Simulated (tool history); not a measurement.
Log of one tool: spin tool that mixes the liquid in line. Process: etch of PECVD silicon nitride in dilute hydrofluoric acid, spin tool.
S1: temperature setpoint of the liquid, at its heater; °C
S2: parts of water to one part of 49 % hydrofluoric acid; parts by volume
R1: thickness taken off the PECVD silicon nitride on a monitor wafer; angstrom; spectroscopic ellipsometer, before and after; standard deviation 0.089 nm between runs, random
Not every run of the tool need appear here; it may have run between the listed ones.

{"run": 1, "hour": 0.0, "S1": 24.0, "S2": 70, "time under the liquid (s)": 275, "R1": 64.41}
{"run": 2, "hour": 3.4, "S1": 26.0, "S2": 65, "time under the liquid (s)": 275, "R1": 80.072}
{"run": 3, "hour": 4.9, "S1": 26.0, "S2": 65, "time under the liquid (s)": 295, "R1": 84.932}
{"run": 4, "hour": 7.7, "S1": 28.5, "S2": 65, "time under the liquid (s)": 295, "R1": 100.88}
{"run": 5, "hour": 13.3, "S1": 29.5, "S2": 60, "time under the liquid (s)": 295, "R1": 116.76}
{"run": 6, "hour": 20.9, "S1": 27.0, "S2": 60, "time under the liquid (s)": 295, "R1": 98.313}

The next listed run, before its measurement:
{"run": 7, "hour": 21.7, "S1": 28.5, "S2": 60, "time under the liquid (s)": 295, "R1": "?"}

{"run 7": {"R1": 108.53}}
